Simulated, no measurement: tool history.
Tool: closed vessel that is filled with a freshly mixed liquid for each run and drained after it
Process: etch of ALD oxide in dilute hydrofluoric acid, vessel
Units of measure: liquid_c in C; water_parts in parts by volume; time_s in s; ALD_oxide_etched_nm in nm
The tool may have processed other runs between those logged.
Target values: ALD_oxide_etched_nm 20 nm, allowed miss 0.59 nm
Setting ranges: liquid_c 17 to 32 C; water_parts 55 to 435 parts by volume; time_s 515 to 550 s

run 1 day=0 | liquid_c=24 water_parts=245 time_s=515 | ALD_oxide_etched_nm=25.091
run 2 day=0.154 | liquid_c=22 water_parts=245 time_s=515 | ALD_oxide_etched_nm=23.515
run 3 day=0.392 | liquid_c=20.5 water_parts=245 time_s=515 | ALD_oxide_etched_nm=22.2
run 4 day=0.475 | liquid_c=20.5 water_parts=175 time_s=515 | ALD_oxide_etched_nm=34.069
run 5 day=0.75 | liquid_c=19.5 water_parts=200 time_s=515 | ALD_oxide_etched_nm=27.73
run 6 day=1.012 | liquid_c=19.5 water_parts=245 time_s=515 | ALD_oxide_etched_nm=21.716
run 7 day=1.375 | liquid_c=19 water_parts=245 time_s=515 | ALD_oxide_etched_nm=20.839
run 8 day=1.721 | liquid_c=18.5 water_parts=245 time_s=515 | ALD_oxide_etched_nm=20.616

Consider the 5 candidate settings below. Which is the only one whose results all fall within their allowed miss of target?
run A day=2.067 | liquid_c=17.5 water_parts=245 time_s=550 | ALD_oxide_etched_nm=?
run B day=2.067 | liquid_c=21 water_parts=270 time_s=515 | ALD_oxide_etched_nm=?
run C day=2.067 | liquid_c=18.5 water_parts=240 time_s=515 | ALD_oxide_etched_nm=?
run D day=2.067 | liquid_c=18 water_parts=225 time_s=515 | ALD_oxide_etched_nm=?
run E day=2.067 | liquid_c=17 water_parts=220 time_s=515 | ALD_oxide_etched_nm=?

move=A ALD_oxide_etched_nm=21.38
move=B ALD_oxide_etched_nm=20.261
move=C ALD_oxide_etched_nm=21.335
move=D ALD_oxide_etched_nm=22.629
move=E ALD_oxide_etched_nm=22.355
A: misses by more than the last run did
B: all results land within tolerance of their targets
C: misses by more than the last run did
D: misses by more than the last run did
E: misses by more than the last run did
B meets every target.

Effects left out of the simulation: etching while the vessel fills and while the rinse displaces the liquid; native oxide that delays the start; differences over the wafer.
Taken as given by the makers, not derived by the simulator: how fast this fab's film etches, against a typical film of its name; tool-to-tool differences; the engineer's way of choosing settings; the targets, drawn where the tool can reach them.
